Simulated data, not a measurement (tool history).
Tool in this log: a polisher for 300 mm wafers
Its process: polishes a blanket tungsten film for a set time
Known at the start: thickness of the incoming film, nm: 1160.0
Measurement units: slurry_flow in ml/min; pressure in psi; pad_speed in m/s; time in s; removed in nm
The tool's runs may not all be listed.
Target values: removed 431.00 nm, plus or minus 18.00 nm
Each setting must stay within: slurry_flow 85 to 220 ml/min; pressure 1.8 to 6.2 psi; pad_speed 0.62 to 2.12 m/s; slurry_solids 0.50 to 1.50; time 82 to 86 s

run	hour	slurry_flow	pressure	pad_speed	slurry_solids	time	removed
1	0.0	140	4.0	1.36	1.00	82	644.53
2	3.5	140	4.0	1.36	0.85	82	614.06
3	9.6	160	4.0	1.36	0.85	82	631.34
4	17.8	150	4.0	1.36	0.85	82	626.51
5	23.1	150	4.0	1.36	0.85	86	653.82
6	27.7	115	4.0	1.36	0.85	86	622.09
7	29.7	110	3.6	1.36	0.85	86	536.21
8	33.9	105	3.4	1.36	0.85	86	514.70
9	40.5	100	3.2	1.36	0.85	86	486.42
10	41.6	100	3.1	1.36	0.85	86	466.36
11	48.3	100	3.0	1.36	0.85	86	452.27

Pick the move, out of 4, that brings all results within their allowed miss; only one does.
A	55.0	100	3.2	1.28	1.00	86	?
B	55.0	105	3.0	1.32	0.85	83	?
C	55.0	110	2.6	1.56	0.90	86	?
D	55.0	110	3.1	1.18	0.85	83	?

move	removed
A	470.26
B	424.94
C	462.89
D	399.80
A: further off than the last run
B: each result inside its tolerance
C: further off than the last run
D: carries the result that was furthest off beyond its target, to the other side
B is the move that brings every result within its allowed miss.
